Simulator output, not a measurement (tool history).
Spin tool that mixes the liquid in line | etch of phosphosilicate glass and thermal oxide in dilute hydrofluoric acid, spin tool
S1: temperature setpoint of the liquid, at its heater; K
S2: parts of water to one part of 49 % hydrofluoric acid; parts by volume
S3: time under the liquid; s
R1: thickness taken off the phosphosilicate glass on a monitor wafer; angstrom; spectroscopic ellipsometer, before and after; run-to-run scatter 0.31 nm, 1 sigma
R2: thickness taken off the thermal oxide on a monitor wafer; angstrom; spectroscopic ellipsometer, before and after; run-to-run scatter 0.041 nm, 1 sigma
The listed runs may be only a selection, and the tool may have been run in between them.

| run | hour | S1 | S2 | S3 | R1 | R2 |
|---|---|---|---|---|---|---|
| 1 | 0.0 | 293.15 | 290 | 180 | 289.63 | 21.509 |
| 2 | 8.8 | 296.15 | 290 | 180 | 326.01 | 23.667 |
| 3 | 12.1 | 296.15 | 210 | 180 | 477.28 | 35.824 |
| 4 | 13.0 | 295.65 | 210 | 180 | 473.64 | 36.051 |
| 5 | 17.3 | 295.65 | 285 | 180 | 323.86 | 23.766 |
| 6 | 24.0 | 296.15 | 280 | 180 | 334.39 | 25.180 |

For run 7, what comes out?
| 7 | 28.4 | 296.65 | 275 | 180 | ? | ? |

R1: 344.72 angstrom
R2: 26.259 angstrom
